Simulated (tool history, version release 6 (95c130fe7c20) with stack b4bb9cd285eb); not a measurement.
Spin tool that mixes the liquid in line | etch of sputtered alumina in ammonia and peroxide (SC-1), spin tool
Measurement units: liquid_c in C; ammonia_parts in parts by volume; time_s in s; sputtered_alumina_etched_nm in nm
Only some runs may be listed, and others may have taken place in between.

run 1 hour=0.0 | liquid_c=48.0 ammonia_parts=0.40 time_s=305 | sputtered_alumina_etched_nm=9.9451
run 2 hour=6.2 | liquid_c=48.0 ammonia_parts=0.50 time_s=305 | sputtered_alumina_etched_nm=10.1890
run 3 hour=7.4 | liquid_c=48.0 ammonia_parts=0.65 time_s=305 | sputtered_alumina_etched_nm=10.3870
run 4 hour=9.0 | liquid_c=49.5 ammonia_parts=0.65 time_s=305 | sputtered_alumina_etched_nm=11.2540
run 5 hour=12.2 | liquid_c=45.0 ammonia_parts=0.65 time_s=305 | sputtered_alumina_etched_nm=8.7943
run 6 hour=17.5 | liquid_c=51.0 ammonia_parts=0.65 time_s=305 | sputtered_alumina_etched_nm=12.2590
run 7 hour=25.0 | liquid_c=52.0 ammonia_parts=0.65 time_s=305 | sputtered_alumina_etched_nm=12.9880

Run 8 is up next; what results do you expect?
run 8 hour=33.6 | liquid_c=52.5 ammonia_parts=0.65 time_s=305 | sputtered_alumina_etched_nm=?

sputtered_alumina_etched_nm: 13.3810 nm
